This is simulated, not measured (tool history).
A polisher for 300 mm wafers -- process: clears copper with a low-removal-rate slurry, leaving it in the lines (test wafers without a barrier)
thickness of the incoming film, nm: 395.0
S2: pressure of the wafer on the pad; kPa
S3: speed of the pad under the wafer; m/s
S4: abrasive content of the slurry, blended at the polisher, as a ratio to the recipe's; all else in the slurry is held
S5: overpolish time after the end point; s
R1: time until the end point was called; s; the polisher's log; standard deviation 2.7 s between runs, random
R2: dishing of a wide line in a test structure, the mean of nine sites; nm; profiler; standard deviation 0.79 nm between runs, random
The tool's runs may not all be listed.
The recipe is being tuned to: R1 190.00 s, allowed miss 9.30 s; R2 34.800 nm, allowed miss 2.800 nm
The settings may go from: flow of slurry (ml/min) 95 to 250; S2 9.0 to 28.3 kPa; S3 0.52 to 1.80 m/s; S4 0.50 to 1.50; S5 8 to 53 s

{"run": 1, "hour": 0.0, "flow of slurry (ml/min)": 160, "S2": 18.6, "S3": 1.16, "S4": 1.0, "S5": 27, "R1": 154.29, "R2": 30.654}
{"run": 2, "hour": 1.4, "flow of slurry (ml/min)": 160, "S2": 17.9, "S3": 1.16, "S4": 1.0, "S5": 29, "R1": 156.19, "R2": 30.686}
{"run": 3, "hour": 6.2, "flow of slurry (ml/min)": 160, "S2": 15.9, "S3": 1.16, "S4": 1.0, "S5": 29, "R1": 170.38, "R2": 28.919}
{"run": 4, "hour": 14.2, "flow of slurry (ml/min)": 160, "S2": 15.9, "S3": 1.16, "S4": 1.1, "S5": 29, "R1": 173.42, "R2": 28.35}
{"hour": 16.8, "done": "head pressure recalibrated"}
{"run": 5, "hour": 16.8, "flow of slurry (ml/min)": 160, "S2": 15.9, "S3": 1.16, "S4": 1.1, "S5": 22, "R1": 158.41, "R2": 24.666}
{"run": 6, "hour": 25.4, "flow of slurry (ml/min)": 160, "S2": 15.9, "S3": 1.16, "S4": 1.1, "S5": 24, "R1": 159.44, "R2": 27.774}
{"run": 7, "hour": 31.2, "flow of slurry (ml/min)": 160, "S2": 15.9, "S3": 1.16, "S4": 1.1, "S5": 27, "R1": 161.99, "R2": 29.533}
{"run": 8, "hour": 36.3, "flow of slurry (ml/min)": 160, "S2": 15.2, "S3": 1.16, "S4": 1.1, "S5": 28, "R1": 167.74, "R2": 29.419}

Consider the 5 candidate settings below. Which is the only one whose results all fall within their allowed miss of target?
{"run": "A", "hour": 41.4, "flow of slurry (ml/min)": 150, "S2": 11.7, "S3": 1.34, "S4": 1.15, "S5": 44, "R1": "?", "R2": "?"}
{"run": "B", "hour": 41.4, "flow of slurry (ml/min)": 165, "S2": 16.5, "S3": 1.3, "S4": 1.05, "S5": 31, "R1": "?", "R2": "?"}
{"run": "C", "hour": 41.4, "flow of slurry (ml/min)": 200, "S2": 15.2, "S3": 0.88, "S4": 1.05, "S5": 27, "R1": "?", "R2": "?"}
{"run": "D", "hour": 41.4, "flow of slurry (ml/min)": 185, "S2": 15.2, "S3": 1.16, "S4": 1.1, "S5": 20, "R1": "?", "R2": "?"}
{"run": "E", "hour": 41.4, "flow of slurry (ml/min)": 175, "S2": 15.9, "S3": 1.08, "S4": 1.0, "S5": 20, "R1": "?", "R2": "?"}

move=A R1=187.01 R2=34.777
move=B R1=138.42 R2=35.045
move=C R1=197.05 R2=26.572
move=D R1=160.34 R2=25.004
move=E R1=166.89 R2=24.397
A: all results land within tolerance of their targets
B: further off than the last run
C: meets the target for the result that was furthest off, but another lies outside its allowed miss
D: further off than the last run
E: further off than the last run
So the answer is move A, the one that meets all the targets.
